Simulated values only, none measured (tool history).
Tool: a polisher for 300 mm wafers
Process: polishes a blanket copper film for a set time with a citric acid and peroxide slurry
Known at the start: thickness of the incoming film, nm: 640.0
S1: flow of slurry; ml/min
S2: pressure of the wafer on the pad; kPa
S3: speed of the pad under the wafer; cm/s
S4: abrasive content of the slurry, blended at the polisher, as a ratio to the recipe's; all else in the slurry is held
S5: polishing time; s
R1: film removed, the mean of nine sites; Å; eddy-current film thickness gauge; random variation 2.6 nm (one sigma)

{"run": 1, "hour": 0.0, "S1": 230, "S2": 26.2, "S3": 76, "S4": 1, "S5": 97, "R1": 1635.6}
{"run": 2, "hour": 5.5, "S1": 230, "S2": 26.2, "S3": 92, "S4": 1, "S5": 97, "R1": 1911.3}
{"run": 3, "hour": 10.3, "S1": 230, "S2": 20, "S3": 92, "S4": 1, "S5": 97, "R1": 1469.1}
{"run": 4, "hour": 11.7, "S1": 230, "S2": 20, "S3": 92, "S4": 1, "S5": 102, "R1": 1556.6}
{"run": 5, "hour": 12.3, "S1": 190, "S2": 20, "S3": 92, "S4": 1, "S5": 102, "R1": 1489.4}
{"run": 6, "hour": 15.2, "S1": 210, "S2": 22.1, "S3": 92, "S4": 1, "S5": 102, "R1": 1640.5}
{"run": 7, "hour": 22.9, "S1": 230, "S2": 23.4, "S3": 92, "S4": 1, "S5": 102, "R1": 1770.7}

What will run 8 give?
{"hour": 29.3, "done": "worn pad replaced by a new one"}
{"run": 8, "hour": 29.3, "S1": 265, "S2": 30.3, "S3": 94, "S4": 1, "S5": 102, "R1": "?"}

{"run 8": {"R1": 2426.4}}

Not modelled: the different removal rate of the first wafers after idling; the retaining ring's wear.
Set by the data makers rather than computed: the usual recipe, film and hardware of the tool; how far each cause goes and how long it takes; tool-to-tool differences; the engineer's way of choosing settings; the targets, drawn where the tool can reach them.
